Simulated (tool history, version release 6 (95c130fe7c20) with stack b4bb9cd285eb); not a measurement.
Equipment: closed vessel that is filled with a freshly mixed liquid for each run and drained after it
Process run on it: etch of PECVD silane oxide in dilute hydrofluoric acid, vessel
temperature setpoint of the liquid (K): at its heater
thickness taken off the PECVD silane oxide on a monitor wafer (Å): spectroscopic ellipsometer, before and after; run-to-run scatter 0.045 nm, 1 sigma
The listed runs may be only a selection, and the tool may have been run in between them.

| run | hour | temperature setpoint of the liquid (K) | parts of water to one part of 49 % hydrofluoric acid (parts by volume) | time in the liquid (s) | thickness taken off the PECVD silane oxide on a monitor wafer (Å) |
|---|---|---|---|---|---|
| 1 | 0.0 | 294.15 | 220 | 65 | 64.539 |
| 2 | 2.4 | 294.65 | 220 | 65 | 66.587 |
| 3 | 8.9 | 295.15 | 220 | 65 | 68.157 |
| 4 | 12.8 | 292.65 | 220 | 65 | 61.505 |
|  | 21.3 | thermometer replaced |
| 5 | 21.3 | 292.65 | 295 | 65 | 40.501 |
| 6 | 29.1 | 294.15 | 290 | 65 | 43.305 |
| 7 | 34.0 | 295.15 | 285 | 65 | 46.405 |
| 8 | 39.8 | 299.15 | 245 | 65 | 65.007 |

Run 9 is up next; what results do you expect?
| 9 | 41.0 | 299.65 | 245 | 65 | ? |

thickness taken off the PECVD silane oxide on a monitor wafer (Å): 65.403
